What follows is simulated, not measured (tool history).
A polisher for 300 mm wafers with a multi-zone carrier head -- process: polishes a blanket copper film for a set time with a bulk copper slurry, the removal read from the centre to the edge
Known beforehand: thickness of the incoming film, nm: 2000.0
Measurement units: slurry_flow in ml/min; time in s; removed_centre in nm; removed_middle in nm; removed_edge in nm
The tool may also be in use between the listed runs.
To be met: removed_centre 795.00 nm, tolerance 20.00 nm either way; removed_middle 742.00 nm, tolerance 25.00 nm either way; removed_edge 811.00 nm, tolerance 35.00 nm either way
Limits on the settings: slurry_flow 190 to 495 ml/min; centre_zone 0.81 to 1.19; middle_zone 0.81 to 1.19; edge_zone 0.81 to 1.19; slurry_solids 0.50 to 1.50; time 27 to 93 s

Run 1, hour 0.0: slurry_flow 320 ml/min, centre_zone 1.00, middle_zone 1.00, edge_zone 1.00, slurry_solids 1.00, time 59 s. Result: removed_centre 641.95 nm, removed_middle 641.95 nm, removed_edge 643.86 nm.
Run 2, hour 4.3: slurry_flow 320 ml/min, centre_zone 1.01, middle_zone 1.00, edge_zone 1.02, slurry_solids 1.05, time 59 s. Result: removed_centre 671.35 nm, removed_middle 642.31 nm, removed_edge 671.91 nm.
Run 3, hour 10.2: slurry_flow 320 ml/min, centre_zone 1.01, middle_zone 1.00, edge_zone 0.98, slurry_solids 1.05, time 59 s. Result: removed_centre 671.98 nm, removed_middle 646.02 nm, removed_edge 644.33 nm.
Run 4, hour 11.7: slurry_flow 320 ml/min, centre_zone 1.01, middle_zone 0.96, edge_zone 0.98, slurry_solids 1.05, time 59 s. Result: removed_centre 670.87 nm, removed_middle 635.73 nm, removed_edge 653.75 nm.
Run 5, hour 17.4: slurry_flow 350 ml/min, centre_zone 1.01, middle_zone 0.96, edge_zone 0.98, slurry_solids 1.05, time 59 s. Result: removed_centre 665.07 nm, removed_middle 645.95 nm, removed_edge 664.74 nm.
Run 6, hour 21.0: slurry_flow 350 ml/min, centre_zone 1.01, middle_zone 0.96, edge_zone 0.98, slurry_solids 0.90, time 59 s. Result: removed_centre 642.53 nm, removed_middle 612.54 nm, removed_edge 621.28 nm.
Run 7, hour 24.4: slurry_flow 360 ml/min, centre_zone 1.02, middle_zone 0.97, edge_zone 1.00, slurry_solids 0.95, time 59 s. Result: removed_centre 659.86 nm, removed_middle 623.56 nm, removed_edge 646.63 nm.
Run 8, hour 31.4: slurry_flow 365 ml/min, centre_zone 1.03, middle_zone 0.99, edge_zone 1.02, slurry_solids 1.00, time 59 s. Result: removed_centre 681.48 nm, removed_middle 645.31 nm, removed_edge 668.79 nm.
Run 9, hour 34.3: slurry_flow 375 ml/min, centre_zone 1.04, middle_zone 1.00, edge_zone 1.04, slurry_solids 1.05, time 59 s. Result: removed_centre 695.44 nm, removed_middle 662.76 nm, removed_edge 686.83 nm.
Run 10, hour 39.6: slurry_flow 375 ml/min, centre_zone 1.04, middle_zone 1.00, edge_zone 1.04, slurry_solids 1.05, time 59 s. Result: removed_centre 705.47 nm, removed_middle 641.40 nm, removed_edge 685.49 nm.
Run 11, hour 47.5: slurry_flow 375 ml/min, centre_zone 1.04, middle_zone 1.01, edge_zone 1.05, slurry_solids 1.10, time 59 s. Result: removed_centre 700.04 nm, removed_middle 670.71 nm, removed_edge 701.37 nm.
Run 12, hour 50.5: slurry_flow 375 ml/min, centre_zone 1.04, middle_zone 1.01, edge_zone 1.05, slurry_solids 1.10, time 59 s. Result: removed_centre 712.12 nm, removed_middle 670.71 nm, removed_edge 703.33 nm.
Run 13, hour 51.7: slurry_flow 380 ml/min, centre_zone 1.04, middle_zone 1.02, edge_zone 1.06, slurry_solids 1.10, time 59 s. Result: removed_centre 717.02 nm, removed_middle 675.87 nm, removed_edge 697.92 nm.

Consider the 4 candidate settings below. Which is the only one whose results all fall within their allowed miss of target?
Run A, hour 52.9: slurry_flow 370 ml/min, centre_zone 1.14, middle_zone 1.04, edge_zone 1.06, slurry_solids 1.30, time 57 s. Result: removed_centre ?, removed_middle ?, removed_edge ?.
Run B, hour 52.9: slurry_flow 330 ml/min, centre_zone 1.07, middle_zone 0.97, edge_zone 1.11, slurry_solids 1.00, time 56 s. Result: removed_centre ?, removed_middle ?, removed_edge ?.
Run C, hour 52.9: slurry_flow 345 ml/min, centre_zone 1.08, middle_zone 1.09, edge_zone 1.19, slurry_solids 1.25, time 62 s. Result: removed_centre ?, removed_middle ?, removed_edge ?.
Run D, hour 52.9: slurry_flow 315 ml/min, centre_zone 0.81, middle_zone 0.85, edge_zone 1.16, slurry_solids 1.15, time 67 s. Result: removed_centre ?, removed_middle ?, removed_edge ?.

move  removed_centre  removed_middle  removed_edge
   A          769.93          683.26        702.35
   B          654.23          596.96        650.92
   C          782.26          747.73        797.58
   D          625.90          697.80        826.74
A: nearer than the last run, and not there yet
B: misses by more than the last run did
C: all results land within tolerance of their targets
D: misses by more than the last run did
Correct choice: C, which meets every target
